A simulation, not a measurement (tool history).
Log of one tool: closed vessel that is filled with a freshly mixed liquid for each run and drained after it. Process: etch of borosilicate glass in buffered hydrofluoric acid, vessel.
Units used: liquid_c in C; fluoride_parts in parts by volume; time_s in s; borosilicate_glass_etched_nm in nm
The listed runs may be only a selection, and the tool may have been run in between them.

| run | hour | liquid_c | fluoride_parts | time_s | borosilicate_glass_etched_nm |
|---|---|---|---|---|---|
| 1 | 0 | 22 | 15 | 95 | 87.247 |
| 2 | 7 | 23 | 14 | 95 | 98.329 |
| 3 | 14.6 | 24 | 13 | 95 | 111.13 |
| 4 | 17.9 | 25 | 12.5 | 95 | 121.95 |
| 5 | 25.9 | 25 | 14.5 | 95 | 105.27 |
| 6 | 29.5 | 25 | 17 | 95 | 91.12 |
| 7 | 37.5 | 25.5 | 15.5 | 95 | 101.35 |
| 8 | 43 | 26 | 14.5 | 95 | 110.95 |
| 9 | 51.8 | 26.5 | 13.5 | 95 | 122.98 |
| 10 | 58 | 27 | 12.5 | 95 | 136.59 |
| 11 | 59.3 | 27.5 | 12 | 95 | 144.39 |
| 12 | 67.7 | 28 | 11.5 | 95 | 155.13 |
| 13 | 73 | 28.5 | 11 | 95 | 167.85 |
| 14 | 77.8 | 28.5 | 10.5 | 95 | 174.35 |
| 15 | 86.6 | 30 | 8 | 95 | 239.52 |
| 16 | 94.4 | 29 | 8 | 95 | 229.79 |

What will run 17 give?
| 17 | 102.1 | 28.5 | 8 | 95 | ? |

borosilicate_glass_etched_nm: 224.78 nm
